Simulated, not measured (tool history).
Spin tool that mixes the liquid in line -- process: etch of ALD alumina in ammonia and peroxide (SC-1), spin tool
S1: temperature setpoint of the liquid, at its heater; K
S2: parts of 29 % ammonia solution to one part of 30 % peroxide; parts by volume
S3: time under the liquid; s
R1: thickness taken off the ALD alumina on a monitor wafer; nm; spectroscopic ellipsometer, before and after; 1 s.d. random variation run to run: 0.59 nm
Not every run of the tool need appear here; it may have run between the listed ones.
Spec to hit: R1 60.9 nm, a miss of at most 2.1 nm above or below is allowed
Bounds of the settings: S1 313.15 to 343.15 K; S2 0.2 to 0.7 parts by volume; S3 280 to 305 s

run 1 hour=0 | S1=329.15 S2=0.4 S3=280 | R1=30.253
run 2 hour=1.7 | S1=322.65 S2=0.4 S3=280 | R1=21.421
run 3 hour=4.5 | S1=326.65 S2=0.4 S3=280 | R1=26.476
run 4 hour=9.1 | S1=329.65 S2=0.4 S3=280 | R1=31.956
run 5 hour=13.8 | S1=325.15 S2=0.4 S3=280 | R1=25.23
run 6 hour=17.3 | S1=328.65 S2=0.4 S3=280 | R1=30.126
run 7 hour=22.3 | S1=331.15 S2=0.4 S3=280 | R1=34.058
run 8 hour=27.3 | S1=333.15 S2=0.4 S3=280 | R1=37.798
run 9 hour=30 | S1=335.15 S2=0.4 S3=280 | R1=41.971
run 10 hour=36.9 | S1=336.65 S2=0.4 S3=280 | R1=44.981

5 next moves are on the table. One of them brings every result within its allowed miss. Which?
run A hour=43.8 | S1=340.15 S2=0.3 S3=280 | R1=?
run B hour=43.8 | S1=339.65 S2=0.25 S3=305 | R1=?
run C hour=43.8 | S1=329.15 S2=0.5 S3=290 | R1=?
run D hour=43.8 | S1=343.15 S2=0.35 S3=280 | R1=?
run E hour=43.8 | S1=338.65 S2=0.45 S3=280 | R1=?

move=A R1=51.869
move=B R1=54.187
move=C R1=32.224
move=D R1=60.875
move=E R1=50.058
A: closes in on the targets versus the last run, not all within tolerance yet
B: closes in on the targets versus the last run, not all within tolerance yet
C: further off than the last run
D: all results land within tolerance of their targets
E: closes in on the targets versus the last run, not all within tolerance yet
Answer: D

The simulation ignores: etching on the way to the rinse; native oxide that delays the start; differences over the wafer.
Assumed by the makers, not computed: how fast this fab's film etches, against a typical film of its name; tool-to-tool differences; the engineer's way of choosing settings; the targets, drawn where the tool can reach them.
